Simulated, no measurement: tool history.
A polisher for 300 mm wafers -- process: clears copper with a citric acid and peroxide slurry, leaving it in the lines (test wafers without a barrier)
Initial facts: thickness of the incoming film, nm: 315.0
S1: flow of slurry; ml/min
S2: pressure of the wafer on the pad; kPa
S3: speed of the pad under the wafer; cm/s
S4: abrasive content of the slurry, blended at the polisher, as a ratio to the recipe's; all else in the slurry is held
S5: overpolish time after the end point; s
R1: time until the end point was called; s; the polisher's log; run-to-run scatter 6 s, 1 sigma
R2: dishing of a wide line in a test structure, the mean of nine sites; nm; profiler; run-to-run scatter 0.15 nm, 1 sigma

| run | hour | S1 | S2 | S3 | S4 | S5 | R1 | R2 |
|---|---|---|---|---|---|---|---|---|
| 1 | 0.0 | 280 | 18.6 | 128 | 1.00 | 27 | 151.24 | 39.368 |
| 2 | 7.5 | 275 | 17.2 | 118 | 1.00 | 24 | 176.69 | 33.409 |
| 3 | 10.2 | 300 | 15.9 | 110 | 0.90 | 21 | 208.72 | 26.505 |
| 4 | 18.5 | 320 | 14.5 | 106 | 0.85 | 19 | 236.55 | 21.619 |
| 5 | 19.3 | 340 | 13.8 | 106 | 0.80 | 17 | 245.29 | 18.823 |
| 6 | 24.8 | 355 | 13.1 | 106 | 0.75 | 16 | 250.02 | 16.909 |
| 7 | 32.6 | 370 | 12.4 | 104 | 0.70 | 15 | 277.16 | 14.927 |
| 8 | 33.2 | 380 | 11.7 | 104 | 0.65 | 14 | 294.24 | 13.127 |

Estimate the outcome of run 9 from the log above:
| 9 | 34.2 | 390 | 11.0 | 106 | 0.65 | 13 | ? | ? |

{"run 9": {"R1": 306.43, "R2": 11.732}}
